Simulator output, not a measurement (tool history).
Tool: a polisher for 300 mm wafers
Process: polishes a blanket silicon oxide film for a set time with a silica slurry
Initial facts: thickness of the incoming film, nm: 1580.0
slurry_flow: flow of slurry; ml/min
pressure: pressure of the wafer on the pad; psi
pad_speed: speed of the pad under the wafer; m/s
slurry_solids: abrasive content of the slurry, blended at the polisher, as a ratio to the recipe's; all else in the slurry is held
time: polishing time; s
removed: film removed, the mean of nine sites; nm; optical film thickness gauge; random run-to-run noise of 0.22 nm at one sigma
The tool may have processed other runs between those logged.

Run 1, hour 0.0: slurry_flow 260 ml/min, pressure 3.8 psi, pad_speed 0.92 m/s, slurry_solids 1.00, time 37 s. Result: removed 91.441 nm.
Run 2, hour 3.0: slurry_flow 255 ml/min, pressure 3.3 psi, pad_speed 0.80 m/s, slurry_solids 1.00, time 37 s. Result: removed 72.308 nm.
Run 3, hour 5.9: slurry_flow 250 ml/min, pressure 2.9 psi, pad_speed 0.72 m/s, slurry_solids 1.00, time 37 s. Result: removed 60.074 nm.
Run 4, hour 8.3: slurry_flow 250 ml/min, pressure 2.9 psi, pad_speed 0.72 m/s, slurry_solids 1.15, time 37 s. Result: removed 63.596 nm.
Run 5, hour 16.7: slurry_flow 250 ml/min, pressure 2.9 psi, pad_speed 0.84 m/s, slurry_solids 1.15, time 37 s. Result: removed 71.563 nm.
Run 6, hour 21.0: slurry_flow 245 ml/min, pressure 2.6 psi, pad_speed 0.74 m/s, slurry_solids 1.15, time 37 s. Result: removed 58.865 nm.
Run 7, hour 25.8: slurry_flow 235 ml/min, pressure 2.4 psi, pad_speed 0.68 m/s, slurry_solids 1.15, time 37 s. Result: removed 51.557 nm.
Run 8, hour 32.4: slurry_flow 235 ml/min, pressure 2.4 psi, pad_speed 0.68 m/s, slurry_solids 1.15, time 37 s. Result: removed 51.970 nm.
Run 9, hour 35.7: slurry_flow 220 ml/min, pressure 2.2 psi, pad_speed 0.64 m/s, slurry_solids 1.15, time 37 s. Result: removed 45.915 nm.
Run 10, hour 43.5: slurry_flow 205 ml/min, pressure 2.1 psi, pad_speed 0.62 m/s, slurry_solids 1.15, time 37 s. Result: removed 42.830 nm.
Run 11, hour 45.4: slurry_flow 195 ml/min, pressure 2.0 psi, pad_speed 0.60 m/s, slurry_solids 1.15, time 37 s. Result: removed 40.174 nm.
Run 12, hour 47.0: slurry_flow 185 ml/min, pressure 1.9 psi, pad_speed 0.60 m/s, slurry_solids 1.15, time 37 s. Result: removed 37.846 nm.
Run 13, hour 51.9: slurry_flow 180 ml/min, pressure 1.9 psi, pad_speed 0.60 m/s, slurry_solids 1.15, time 37 s. Result: removed 37.938 nm.
At hour 54.3: head pressure recalibrated.
Run 14, hour 54.3: slurry_flow 175 ml/min, pressure 1.8 psi, pad_speed 0.60 m/s, slurry_solids 1.15, time 37 s. Result: removed 38.961 nm.
Run 15, hour 57.6: slurry_flow 175 ml/min, pressure 1.8 psi, pad_speed 0.58 m/s, slurry_solids 1.15, time 37 s. Result: removed 38.217 nm.
Run 16, hour 61.5: slurry_flow 175 ml/min, pressure 1.8 psi, pad_speed 0.56 m/s, slurry_solids 1.15, time 37 s. Result: removed 37.175 nm.
Run 17, hour 69.7: slurry_flow 175 ml/min, pressure 1.8 psi, pad_speed 0.54 m/s, slurry_solids 1.15, time 37 s. Result: removed 36.460 nm.

For run 18, what comes out?
Run 18, hour 75.7: slurry_flow 170 ml/min, pressure 1.8 psi, pad_speed 0.54 m/s, slurry_solids 1.15, time 37 s. Result: removed ?.

{"run 18": {"removed": 36.235}}

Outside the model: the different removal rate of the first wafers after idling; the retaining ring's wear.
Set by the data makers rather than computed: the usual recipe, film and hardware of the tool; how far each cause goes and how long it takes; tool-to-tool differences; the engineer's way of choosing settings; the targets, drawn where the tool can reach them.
